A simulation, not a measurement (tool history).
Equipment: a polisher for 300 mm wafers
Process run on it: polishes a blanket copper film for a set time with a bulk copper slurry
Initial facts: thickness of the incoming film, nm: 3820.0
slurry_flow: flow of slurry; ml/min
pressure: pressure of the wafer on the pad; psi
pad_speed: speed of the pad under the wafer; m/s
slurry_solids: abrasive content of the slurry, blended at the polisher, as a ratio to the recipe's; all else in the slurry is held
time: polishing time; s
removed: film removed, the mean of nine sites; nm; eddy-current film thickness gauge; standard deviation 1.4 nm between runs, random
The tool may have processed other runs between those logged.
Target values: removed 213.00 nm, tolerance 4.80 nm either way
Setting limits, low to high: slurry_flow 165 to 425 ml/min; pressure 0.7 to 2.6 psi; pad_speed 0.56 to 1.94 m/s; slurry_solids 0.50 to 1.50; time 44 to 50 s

run 1 hour=0.0 | slurry_flow=275 pressure=1.6 pad_speed=1.24 slurry_solids=1.00 time=50 | removed=279.09
run 2 hour=4.2 | slurry_flow=270 pressure=1.5 pad_speed=1.24 slurry_solids=1.00 time=50 | removed=263.25
run 3 hour=9.3 | slurry_flow=270 pressure=1.5 pad_speed=1.24 slurry_solids=1.00 time=44 | removed=230.07
run 4 hour=10.3 | slurry_flow=260 pressure=1.5 pad_speed=1.24 slurry_solids=1.00 time=44 | removed=228.14
run 5 hour=16.3 | slurry_flow=245 pressure=1.5 pad_speed=1.24 slurry_solids=1.00 time=44 | removed=227.69
run 6 hour=18.9 | slurry_flow=245 pressure=1.5 pad_speed=1.42 slurry_solids=1.00 time=44 | removed=261.93
run 7 hour=23.6 | slurry_flow=225 pressure=1.4 pad_speed=1.42 slurry_solids=1.00 time=44 | removed=238.58
run 8 hour=31.7 | slurry_flow=210 pressure=1.4 pad_speed=1.42 slurry_solids=1.00 time=44 | removed=240.48
run 9 hour=35.7 | slurry_flow=205 pressure=1.3 pad_speed=1.42 slurry_solids=1.00 time=44 | removed=223.32
run 10 hour=39.0 | slurry_flow=195 pressure=1.3 pad_speed=1.42 slurry_solids=1.00 time=44 | removed=222.31
run 11 hour=47.8 | slurry_flow=190 pressure=1.2 pad_speed=1.42 slurry_solids=1.00 time=44 | removed=205.57

Which single option among these 4 for the next run brings every result within its allowed miss of target? Just one does.
run A hour=56.6 | slurry_flow=205 pressure=1.1 pad_speed=1.32 slurry_solids=1.05 time=46 | removed=?
run B hour=56.6 | slurry_flow=210 pressure=1.1 pad_speed=1.58 slurry_solids=1.00 time=44 | removed=?
run C hour=56.6 | slurry_flow=205 pressure=1.1 pad_speed=1.44 slurry_solids=0.95 time=50 | removed=?
run D hour=56.6 | slurry_flow=180 pressure=1.2 pad_speed=1.30 slurry_solids=0.95 time=47 | removed=?

move=A removed=190.10
move=B removed=215.11
move=C removed=220.48
move=D removed=199.78
A: further off than the last run
B: each result inside its tolerance
C: takes the result that was furthest off past its target
D: further off than the last run
So the answer is move B, the one that meets all the targets.

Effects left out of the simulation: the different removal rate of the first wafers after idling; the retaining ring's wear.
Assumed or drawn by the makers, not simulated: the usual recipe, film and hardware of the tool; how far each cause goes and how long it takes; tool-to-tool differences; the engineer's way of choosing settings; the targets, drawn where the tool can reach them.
